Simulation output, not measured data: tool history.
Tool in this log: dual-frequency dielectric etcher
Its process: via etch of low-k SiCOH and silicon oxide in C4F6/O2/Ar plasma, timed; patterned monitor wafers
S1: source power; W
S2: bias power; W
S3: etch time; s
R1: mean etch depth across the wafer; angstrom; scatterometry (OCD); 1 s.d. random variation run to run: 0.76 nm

run 1 hour=0 | S1=400 S2=181 S3=62 | R1=1737.3
run 2 hour=6.3 | S1=380 S2=180 S3=62 | R1=1670.8
run 3 hour=8.6 | S1=380 S2=164 S3=62 | R1=1655.6
run 4 hour=12.2 | S1=380 S2=189 S3=62 | R1=1707.2
run 5 hour=13.4 | S1=430 S2=189 S3=62 | R1=1810.7
run 6 hour=20 | S1=430 S2=165 S3=62 | R1=1735.9

The next listed run, before its measurement:
run 7 hour=26.7 | S1=410 S2=164 S3=62 | R1=?

R1: 1711.6 angstrom
